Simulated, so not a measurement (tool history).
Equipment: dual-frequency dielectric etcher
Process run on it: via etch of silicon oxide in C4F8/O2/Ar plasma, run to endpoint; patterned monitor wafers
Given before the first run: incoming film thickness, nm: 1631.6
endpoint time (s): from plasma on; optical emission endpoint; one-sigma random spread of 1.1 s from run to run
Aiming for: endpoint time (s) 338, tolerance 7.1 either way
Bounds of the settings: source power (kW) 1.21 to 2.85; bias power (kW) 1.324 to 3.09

run,day,source power (kW),bias power (kW),endpoint time (s)
1,0,2.03,2.207,304.34
2,0.129,2.03,2.491,297.45
3,0.275,2.03,2.805,288.21
4,0.471,1.85,2.805,297.64
5,0.658,1.85,3.09,290.96
6,0.75,1.7,3.015,302.52
7,0.829,1.59,2.976,308.85
8,1.154,1.5,2.928,317.69
9,1.442,1.44,2.909,323.2
10,1.771,1.4,2.897,326.61
11,2.125,1.37,2.888,328.47

4 next moves are on the table. One of them brings every result within its allowed miss. Which?
A,2.479,1.21,2.628,?
B,2.479,1.23,2.95,?
C,2.479,1.46,2.768,?
D,2.479,1.62,2.95,?

move,endpoint time (s)
A,351.78
B,339.54
C,324.65
D,307.63
A: the result that was furthest off in the last run now lies on the other side of its target
B: hits every target within its allowed miss
C: further off than the last run
D: further off than the last run
Answer: B

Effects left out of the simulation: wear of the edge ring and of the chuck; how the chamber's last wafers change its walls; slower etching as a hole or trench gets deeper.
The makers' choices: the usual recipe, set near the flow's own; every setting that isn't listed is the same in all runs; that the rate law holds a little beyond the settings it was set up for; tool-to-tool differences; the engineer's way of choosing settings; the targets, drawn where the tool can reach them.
